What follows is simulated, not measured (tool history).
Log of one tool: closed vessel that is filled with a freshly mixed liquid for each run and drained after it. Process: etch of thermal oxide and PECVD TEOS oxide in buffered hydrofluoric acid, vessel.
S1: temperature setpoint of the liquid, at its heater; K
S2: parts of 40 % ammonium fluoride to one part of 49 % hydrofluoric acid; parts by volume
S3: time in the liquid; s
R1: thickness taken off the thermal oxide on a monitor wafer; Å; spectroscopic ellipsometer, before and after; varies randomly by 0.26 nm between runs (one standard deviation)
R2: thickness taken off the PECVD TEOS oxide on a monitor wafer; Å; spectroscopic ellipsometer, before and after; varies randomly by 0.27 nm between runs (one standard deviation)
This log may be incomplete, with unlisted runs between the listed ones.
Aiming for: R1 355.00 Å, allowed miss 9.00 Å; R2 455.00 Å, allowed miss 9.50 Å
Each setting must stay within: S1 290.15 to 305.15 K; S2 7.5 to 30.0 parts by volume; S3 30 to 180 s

run,day,S1,S2,S3,R1,R2
1,0.000,298.15,21.0,90,478.82,626.17
2,0.158,295.15,21.0,90,409.87,530.73
3,0.292,295.15,19.0,90,450.94,570.89
4,0.329,298.15,19.0,90,531.54,675.55
5,0.438,296.65,19.0,90,484.60,619.60
6,0.788,296.65,16.5,90,562.04,721.47
7,0.942,296.15,16.5,90,550.76,692.23
8,1.288,295.65,17.0,90,512.06,658.74
9,1.367,291.65,19.5,85,342.77,441.40

Next run, 4 choices. One meets every target within its allowed miss, the rest don't. Which?
A,1.446,291.15,17.5,75,?,?
B,1.446,291.15,22.0,100,?,?
C,1.446,296.65,26.5,80,?,?
D,1.446,291.65,16.0,70,?,?

move,R1,R2
A,320.46,417.67
B,350.60,456.95
C,335.62,437.42
D,336.14,438.10
A: lands further from the targets than the last run did
B: every result within its allowed miss
C: lands further from the targets than the last run did
D: lands further from the targets than the last run did
Go with B: it meets all targets.

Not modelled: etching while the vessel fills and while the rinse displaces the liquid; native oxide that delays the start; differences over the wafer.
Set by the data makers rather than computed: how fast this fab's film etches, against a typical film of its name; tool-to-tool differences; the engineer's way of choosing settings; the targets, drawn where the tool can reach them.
